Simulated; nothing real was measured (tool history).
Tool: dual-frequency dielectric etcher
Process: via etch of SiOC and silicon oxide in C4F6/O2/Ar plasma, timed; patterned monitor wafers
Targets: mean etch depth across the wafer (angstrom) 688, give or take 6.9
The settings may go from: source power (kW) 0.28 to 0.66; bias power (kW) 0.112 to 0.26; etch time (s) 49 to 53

| run | hour | source power (kW) | bias power (kW) | etch time (s) | mean etch depth across the wafer (angstrom) |
|---|---|---|---|---|---|
| 1 | 0 | 0.47 | 0.186 | 53 | 653.79 |
| 2 | 5.5 | 0.43 | 0.186 | 53 | 635.19 |
| 3 | 8.8 | 0.43 | 0.186 | 49 | 589.78 |
| 4 | 14.6 | 0.43 | 0.161 | 49 | 572.09 |
| 5 | 23.4 | 0.43 | 0.161 | 49 | 567.24 |
| 6 | 27 | 0.46 | 0.162 | 49 | 578.22 |
| 7 | 27.8 | 0.48 | 0.166 | 49 | 587.77 |
| 8 | 34.3 | 0.5 | 0.171 | 49 | 597.92 |
| 9 | 36.8 | 0.52 | 0.176 | 49 | 611.85 |
| 10 | 43.2 | 0.54 | 0.179 | 49 | 619 |
| 11 | 46.3 | 0.55 | 0.183 | 49 | 625.44 |
| 12 | 52.5 | 0.56 | 0.187 | 49 | 633.51 |
| 13 | 58.1 | 0.57 | 0.19 | 49 | 639.67 |
| 14 | 59.1 | 0.58 | 0.193 | 49 | 647.2 |
| 15 | 65.2 | 0.58 | 0.193 | 49 | 647.13 |
| 16 | 70.6 | 0.59 | 0.195 | 49 | 650.97 |
| 17 | 77.9 | 0.6 | 0.197 | 49 | 651.09 |
| 18 | 78.5 | 0.61 | 0.2 | 49 | 658.75 |
| 19 | 85.3 | 0.62 | 0.202 | 49 | 665.98 |
| 20 | 87.7 | 0.62 | 0.203 | 49 | 666.43 |
| 21 | 93 | 0.62 | 0.204 | 49 | 665.99 |
| 22 | 99 | 0.62 | 0.205 | 49 | 670.06 |
| 23 | 104.7 | 0.62 | 0.205 | 49 | 669.14 |

5 candidate next runs follow, results not yet known. Just one meets every target within its allowed miss. Identify it.
| A | 110.4 | 0.56 | 0.208 | 53 | ? |
| B | 110.4 | 0.65 | 0.209 | 51 | ? |
| C | 110.4 | 0.66 | 0.2 | 51 | ? |
| D | 110.4 | 0.61 | 0.214 | 49 | ? |
| E | 110.4 | 0.63 | 0.208 | 50 | ? |

| move | mean etch depth across the wafer (angstrom) |
|---|---|
| A | 704.5 |
| B | 708.27 |
| C | 703.28 |
| D | 672.34 |
| E | 687.24 |
A: pushes the last run's worst result past its target
B: pushes the last run's worst result past its target
C: pushes the last run's worst result past its target
D: an improvement on the last run, though not all results are within tolerance
E: in spec on every target
So the answer is move E, the one that meets all the targets.
